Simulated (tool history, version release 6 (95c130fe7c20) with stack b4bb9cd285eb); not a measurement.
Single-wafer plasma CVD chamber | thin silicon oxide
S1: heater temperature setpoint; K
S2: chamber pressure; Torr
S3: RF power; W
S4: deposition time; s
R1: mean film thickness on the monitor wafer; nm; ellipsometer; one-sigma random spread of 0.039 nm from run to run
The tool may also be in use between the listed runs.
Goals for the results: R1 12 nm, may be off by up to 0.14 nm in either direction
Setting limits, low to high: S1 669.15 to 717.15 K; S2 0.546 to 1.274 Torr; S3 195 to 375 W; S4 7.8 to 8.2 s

run	day	S1	S2	S3	S4	R1
1	0	693.15	0.91	285	8.2	17.122
2	0.133	693.15	0.91	265	8.2	16.597
3	0.483	697.15	0.91	265	8.2	16.569
4	0.654	688.15	0.91	265	8.2	16.564
5	0.683	688.15	0.853	265	8.2	15.58
6	0.9	682.15	0.853	265	8.2	15.587
7	0.992	682.15	0.81	265	8.2	14.823
8	1.117	682.15	0.778	265	8.2	14.296
9	1.258	682.15	0.752	265	8.2	13.613
10	1.3	682.15	0.617	265	8.2	10.559
11	1.538	680.15	0.625	265	8.2	10.735
12	1.596	679.15	0.633	265	8.2	10.88
13	1.879	678.15	0.757	265	8.2	13.731
14	2.062	682.15	0.755	265	8.2	13.713
15	2.433	686.15	0.753	265	8.2	13.519
16	2.462	686.15	0.74	265	8.2	13.373
17	2.542	686.15	0.728	265	8.2	13.027
18	2.629	686.15	0.719	265	8.2	12.881
19	2.675	686.15	0.711	265	8.2	12.682
20	2.879	686.15	0.705	265	8.2	12.52
21	3.117	686.15	0.7	265	8.2	12.33
22	3.233	686.15	0.666	265	8.2	11.64
23	3.329	685.15	0.668	265	8.2	11.694
24	3.454	684.15	0.67	265	8.2	11.803
25	3.788	684.15	0.672	265	8.2	11.786

Pick the move, out of 4, that brings all results within their allowed miss; only one does.
A	4.121	689.15	0.656	285	8.1	?
B	4.121	669.15	0.65	280	8.2	?
C	4.121	681.15	0.693	280	7.8	?
D	4.121	695.15	0.692	240	8	?

move	R1
A	11.583
B	11.632
C	11.948
D	11.329
A: the biggest miss grows against the last run
B: the biggest miss grows against the last run
C: meets every target
D: the biggest miss grows against the last run
C is the move that brings every result within its allowed miss.
